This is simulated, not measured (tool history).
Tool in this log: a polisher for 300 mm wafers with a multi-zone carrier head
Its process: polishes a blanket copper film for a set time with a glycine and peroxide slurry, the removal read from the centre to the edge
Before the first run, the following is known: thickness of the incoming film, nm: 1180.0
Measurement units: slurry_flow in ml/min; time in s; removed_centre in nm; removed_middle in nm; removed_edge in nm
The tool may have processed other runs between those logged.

run	hour	slurry_flow	centre_zone	middle_zone	edge_zone	time	removed_centre	removed_middle	removed_edge
1	0.0	245	1.00	1.00	1.00	82	334.21	331.90	344.47
2	1.0	270	1.00	1.00	1.00	82	339.53	338.09	350.47
3	6.9	240	0.94	0.96	0.96	72	280.45	281.30	294.86
4	10.3	240	0.94	0.96	0.89	72	277.77	285.46	286.75
5	17.0	240	0.99	0.96	0.89	72	291.76	283.30	287.19
6	24.0	240	0.99	0.96	0.85	72	296.02	283.32	279.45
7	25.4	220	0.93	0.93	0.86	65	246.80	250.19	251.65
8	33.1	200	0.89	0.89	0.88	62	216.24	224.01	238.19
9	34.5	185	0.87	0.86	0.87	61	209.00	215.13	230.12

The next listed run, before its measurement:
10	38.4	175	0.85	0.85	0.87	60	?	?	?

For run 10 the tool returned removed_centre 200.98 nm, removed_middle 204.48 nm, removed_edge 226.86 nm.
